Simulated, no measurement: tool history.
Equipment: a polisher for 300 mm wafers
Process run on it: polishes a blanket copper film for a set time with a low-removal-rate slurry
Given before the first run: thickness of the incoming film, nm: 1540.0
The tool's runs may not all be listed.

run	hour	flow of slurry (ml/min)	pressure of the wafer on the pad (psi)	speed of the pad under the wafer (m/s)	abrasive content of the slurry	polishing time (s)	film removed (angstrom)
1	0	200	2.3	0.88	1	27	561.06
2	1.4	200	2.3	0.88	1	27	565.3
3	6.5	200	2.3	0.88	1	27	564.21
4	8.7	200	2.3	1	1	27	639.73
5	13.8	230	2.3	1	1	27	646.51
6	20.6	230	2.3	1.12	1	27	716.79

The next listed run, before its measurement:
7	27	230	2.1	1.08	1	27	?

Run 7 gave film removed (angstrom) 636.95.
